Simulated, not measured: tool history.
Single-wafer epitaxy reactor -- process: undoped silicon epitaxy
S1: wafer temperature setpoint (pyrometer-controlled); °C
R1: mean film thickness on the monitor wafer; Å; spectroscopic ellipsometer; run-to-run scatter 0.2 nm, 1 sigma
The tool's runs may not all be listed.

{"run": 1, "hour": 0.0, "S1": 650, "deposition time (s)": 364, "R1": 624.5}
{"run": 2, "hour": 4.2, "S1": 656, "deposition time (s)": 366, "R1": 731.49}
{"run": 3, "hour": 12.3, "S1": 656, "deposition time (s)": 398, "R1": 796.97}
{"run": 4, "hour": 14.2, "S1": 658, "deposition time (s)": 399, "R1": 833.9}
{"run": 5, "hour": 19.2, "S1": 658, "deposition time (s)": 348, "R1": 730.13}
{"run": 6, "hour": 22.3, "S1": 648, "deposition time (s)": 348, "R1": 568.62}
{"run": 7, "hour": 26.7, "S1": 654, "deposition time (s)": 350, "R1": 664.35}
{"run": 8, "hour": 27.5, "S1": 659, "deposition time (s)": 351, "R1": 752.77}
{"run": 9, "hour": 36.3, "S1": 662, "deposition time (s)": 352, "R1": 812.09}

For run 10, what comes out?
{"run": 10, "hour": 44.9, "S1": 664, "deposition time (s)": 353, "R1": "?"}

{"run 10": {"R1": 856.9}}
